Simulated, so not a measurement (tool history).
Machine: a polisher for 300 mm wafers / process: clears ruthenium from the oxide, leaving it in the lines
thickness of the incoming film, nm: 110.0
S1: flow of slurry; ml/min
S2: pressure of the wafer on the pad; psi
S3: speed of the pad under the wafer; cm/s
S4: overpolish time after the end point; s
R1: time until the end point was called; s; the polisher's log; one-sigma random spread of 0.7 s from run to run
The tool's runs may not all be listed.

| run | hour | S1 | S2 | S3 | S4 | R1 |
|---|---|---|---|---|---|---|
| 1 | 0 | 165 | 2.5 | 118 | 4 | 61.144 |
| 2 | 5.8 | 160 | 2.4 | 118 | 4 | 63.346 |
| 3 | 8.5 | 160 | 2.4 | 146 | 4 | 54.793 |
| 4 | 11 | 155 | 2.2 | 146 | 4 | 58.906 |
| 5 | 16.1 | 155 | 2.2 | 146 | 4 | 58.929 |
| 6 | 24.5 | 170 | 2.2 | 146 | 4 | 57.959 |
| 7 | 29.7 | 165 | 2.1 | 146 | 4 | 61.546 |
| 8 | 33.4 | 165 | 2 | 146 | 4 | 63.888 |

Estimate the outcome of run 9 from the log above:
| 9 | 36.2 | 160 | 1.9 | 146 | 4 | ? |

R1: 66.901 s
